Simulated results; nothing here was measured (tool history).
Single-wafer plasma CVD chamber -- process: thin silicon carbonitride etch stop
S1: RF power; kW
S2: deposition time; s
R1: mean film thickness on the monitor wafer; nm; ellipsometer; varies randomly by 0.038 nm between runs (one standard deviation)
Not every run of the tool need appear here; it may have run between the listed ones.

run 1 hour=0 | S1=0.21 S2=21.4 | R1=13.009
run 2 hour=2.7 | S1=0.215 S2=21.5 | R1=13.143
run 3 hour=6.5 | S1=0.22 S2=21.6 | R1=13.312
run 4 hour=9.1 | S1=0.22 S2=24.2 | R1=14.909
run 5 hour=16.4 | S1=0.215 S2=24.2 | R1=14.819
run 6 hour=20.1 | S1=0.23 S2=24.2 | R1=15.13
run 7 hour=23.2 | S1=0.225 S2=24.2 | R1=15.047

Expected results for the next run?
run 8 hour=24.1 | S1=0.22 S2=24.2 | R1=?

{"run 8": {"R1": 14.927}}
